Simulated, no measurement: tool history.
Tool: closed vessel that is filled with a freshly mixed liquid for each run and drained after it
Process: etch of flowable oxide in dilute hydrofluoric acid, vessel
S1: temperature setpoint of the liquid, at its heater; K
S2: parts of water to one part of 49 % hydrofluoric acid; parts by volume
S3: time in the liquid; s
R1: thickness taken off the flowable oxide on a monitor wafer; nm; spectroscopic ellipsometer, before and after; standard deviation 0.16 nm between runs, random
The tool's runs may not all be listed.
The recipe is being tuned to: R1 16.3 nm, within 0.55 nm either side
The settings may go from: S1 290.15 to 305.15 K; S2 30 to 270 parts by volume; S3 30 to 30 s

run,hour,S1,S2,S3,R1
1,0,297.15,150,30,11.401
2,8.9,298.15,150,30,11.598
3,17.5,299.15,145,30,12.46
4,25.6,300.15,140,30,13.578
5,34.8,300.65,140,30,13.689
6,36.7,300.65,165,30,11.488
7,41.6,301.15,160,30,12.145
8,45.2,301.65,155,30,12.613
9,52.5,302.15,150,30,13.537
10,59.9,302.65,150,30,13.631
11,65.2,303.15,150,30,13.776
12,66.9,303.65,150,30,14.069

Exactly one of the 4 candidate moves below puts every result within its allowed miss. Which one?
A,68.6,302.15,160,30,?
B,68.6,302.65,130,30,?
C,68.6,303.65,125,30,?
D,68.6,296.15,95,30,?

move,R1
A,12.231
B,15.924
C,17.3
D,17.665
A: lands further from the targets than the last run did
B: every result within its allowed miss
C: pushes the last run's worst result past its target
D: pushes the last run's worst result past its target
Correct choice: B, which meets every target
